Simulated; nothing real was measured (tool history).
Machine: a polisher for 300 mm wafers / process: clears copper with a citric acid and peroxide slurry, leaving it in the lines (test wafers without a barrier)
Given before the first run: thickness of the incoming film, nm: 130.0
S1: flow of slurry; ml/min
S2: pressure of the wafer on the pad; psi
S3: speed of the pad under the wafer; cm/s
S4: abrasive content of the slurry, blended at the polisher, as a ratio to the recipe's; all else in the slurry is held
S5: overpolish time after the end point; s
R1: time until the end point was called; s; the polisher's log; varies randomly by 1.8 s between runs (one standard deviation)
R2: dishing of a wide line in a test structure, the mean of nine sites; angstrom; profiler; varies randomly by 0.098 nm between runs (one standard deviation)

run 1 hour=0 | S1=300 S2=2 S3=104 S4=1 S5=14 | R1=90.416 R2=149.75
run 2 hour=2.8 | S1=300 S2=2 S3=104 S4=1 S5=9 | R1=88.042 R2=99.796
run 3 hour=7.9 | S1=300 S2=2 S3=90 S4=1 S5=9 | R1=98.434 R2=88.872
run 4 hour=16.3 | S1=300 S2=2 S3=90 S4=1 S5=14 | R1=98.758 R2=137.4
run 5 hour=19 | S1=300 S2=2 S3=90 S4=1 S5=18 | R1=98.713 R2=165.35
run 6 hour=25.6 | S1=300 S2=2 S3=90 S4=1 S5=14 | R1=97.16 R2=136.81
run 7 hour=31.1 | S1=300 S2=1.9 S3=92 S4=1 S5=12 | R1=100.07 R2=114.21
run 8 hour=37.5 | S1=285 S2=2 S3=84 S4=0.9 S5=10 | R1=106.67 R2=91.335
run 9 hour=43.5 | S1=310 S2=1.9 S3=78 S4=1 S5=9 | R1=115.89 R2=75.46
run 10 hour=47.9 | S1=340 S2=1.9 S3=76 S4=1.1 S5=8 | R1=111 R2=69.789
run 11 hour=49.5 | S1=360 S2=1.8 S3=74 S4=1.15 S5=7 | R1=120.19 R2=57.712
run 12 hour=51.3 | S1=370 S2=1.8 S3=74 S4=1.2 S5=6 | R1=119.45 R2=53.011
run 13 hour=58.8 | S1=380 S2=1.8 S3=74 S4=1.2 S5=6 | R1=116.55 R2=52.329
run 14 hour=62.1 | S1=380 S2=1.8 S3=74 S4=1.2 S5=6 | R1=118.38 R2=50.418
run 15 hour=69.6 | S1=385 S2=1.8 S3=74 S4=1.2 S5=6 | R1=117.38 R2=51.794
run 16 hour=77.5 | S1=390 S2=1.8 S3=74 S4=1.2 S5=6 | R1=117.81 R2=50.016
run 17 hour=82.8 | S1=425 S2=1.7 S3=74 S4=1.2 S5=4 | R1=123.35 R2=32.761
run 18 hour=86.2 | S1=415 S2=1.7 S3=74 S4=1.2 S5=4 | R1=124.42 R2=32.481

Run 19 has not been measured yet. What should we expect?
run 19 hour=93.4 | S1=405 S2=1.7 S3=74 S4=1.2 S5=4 | R1=? R2=?

R1: 123.9 s
R2: 32.082 angstrom
